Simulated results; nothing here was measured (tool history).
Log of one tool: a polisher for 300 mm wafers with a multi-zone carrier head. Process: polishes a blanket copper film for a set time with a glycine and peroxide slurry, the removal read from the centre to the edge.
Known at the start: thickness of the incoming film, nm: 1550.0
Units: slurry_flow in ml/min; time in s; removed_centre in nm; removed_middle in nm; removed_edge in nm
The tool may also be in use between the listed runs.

run	hour	slurry_flow	centre_zone	middle_zone	edge_zone	time	removed_centre	removed_middle	removed_edge
1	0	305	1	1	1	36	157.05	160.58	151.96
2	1.4	295	1	0.95	1.04	36	153.98	151.12	157.46
3	9.4	290	1.01	0.93	1.05	36	159.07	149.59	156.94
4	16.9	290	1.01	0.93	1.05	30	134.64	124.23	130.47
5	20.1	290	1.01	0.99	1.05	30	133.44	129.91	126.79
6	26.3	300	1.01	0.96	1.08	32	139.28	135.51	141.05
7	32.9	315	1.03	0.94	1.11	33	150.13	137.04	144.45
8	39.4	310	1.02	0.92	1.12	34	156.56	141.05	151.39

Run 9 comes next. What will it give?
9	41.1	305	1	0.9	1.13	35	?	?	?

removed_centre: 156.26 nm
removed_middle: 141.14 nm
removed_edge: 158.34 nm

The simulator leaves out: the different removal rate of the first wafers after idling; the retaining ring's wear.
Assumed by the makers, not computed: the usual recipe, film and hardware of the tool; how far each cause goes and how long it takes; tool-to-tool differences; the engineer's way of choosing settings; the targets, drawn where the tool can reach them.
